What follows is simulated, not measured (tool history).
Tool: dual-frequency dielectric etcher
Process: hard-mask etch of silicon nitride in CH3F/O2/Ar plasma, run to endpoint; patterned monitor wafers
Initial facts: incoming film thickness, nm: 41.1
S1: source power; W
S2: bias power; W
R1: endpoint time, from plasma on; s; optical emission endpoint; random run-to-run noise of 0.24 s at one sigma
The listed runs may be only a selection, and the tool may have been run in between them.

run	hour	S1	S2	R1
1	0.0	390	56	66.967
2	5.1	340	56	72.108
3	13.3	380	56	67.974
4	17.2	430	56	64.216
5	23.8	490	56	60.688
# hour 26.8: bias power generator calibrated
6	26.8	450	55	62.831
7	27.7	410	54	65.663
8	34.5	380	53	68.986
9	35.9	360	53	70.533
10	43.2	350	53	71.520
11	45.2	340	53	72.163

The next listed run, before its measurement:
12	50.9	330	53	?

R1: 73.767 s
